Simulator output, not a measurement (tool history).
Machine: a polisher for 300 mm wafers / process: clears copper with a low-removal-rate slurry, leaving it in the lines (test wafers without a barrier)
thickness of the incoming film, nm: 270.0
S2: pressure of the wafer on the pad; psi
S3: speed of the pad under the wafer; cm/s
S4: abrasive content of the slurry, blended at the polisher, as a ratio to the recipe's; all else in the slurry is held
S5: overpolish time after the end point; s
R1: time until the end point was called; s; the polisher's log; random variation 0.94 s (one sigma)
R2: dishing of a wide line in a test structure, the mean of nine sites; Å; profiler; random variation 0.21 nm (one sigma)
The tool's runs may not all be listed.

run 1 hour=0.0 | flow_of_slurry_(ml/min)=225 S2=2.4 S3=88 S4=1.0 S5=24 | R1=124.880 R2=189.13
run 2 hour=4.8 | flow_of_slurry_(ml/min)=225 S2=2.8 S3=88 S4=1.0 S5=24 | R1=103.900 R2=205.06
run 3 hour=7.6 | flow_of_slurry_(ml/min)=225 S2=2.8 S3=70 S4=1.0 S5=24 | R1=122.240 R2=193.12
run 4 hour=11.0 | flow_of_slurry_(ml/min)=225 S2=2.8 S3=58 S4=1.0 S5=24 | R1=134.730 R2=188.67
run 5 hour=12.9 | flow_of_slurry_(ml/min)=170 S2=2.8 S3=58 S4=1.0 S5=24 | R1=147.720 R2=178.46
run 6 hour=21.0 | flow_of_slurry_(ml/min)=165 S2=2.8 S3=66 S4=1.0 S5=22 | R1=139.210 R2=174.68
-- hour=27.7 slurry nozzle cleaned
run 7 hour=27.7 | flow_of_slurry_(ml/min)=165 S2=2.8 S3=66 S4=1.0 S5=22 | R1=122.660 R2=186.50

What will run 8 give?
run 8 hour=32.9 | flow_of_slurry_(ml/min)=180 S2=2.8 S3=90 S4=1.1 S5=11 | R1=? R2=?

{"run 8": {"R1": 96.845, "R2": 142.13}}

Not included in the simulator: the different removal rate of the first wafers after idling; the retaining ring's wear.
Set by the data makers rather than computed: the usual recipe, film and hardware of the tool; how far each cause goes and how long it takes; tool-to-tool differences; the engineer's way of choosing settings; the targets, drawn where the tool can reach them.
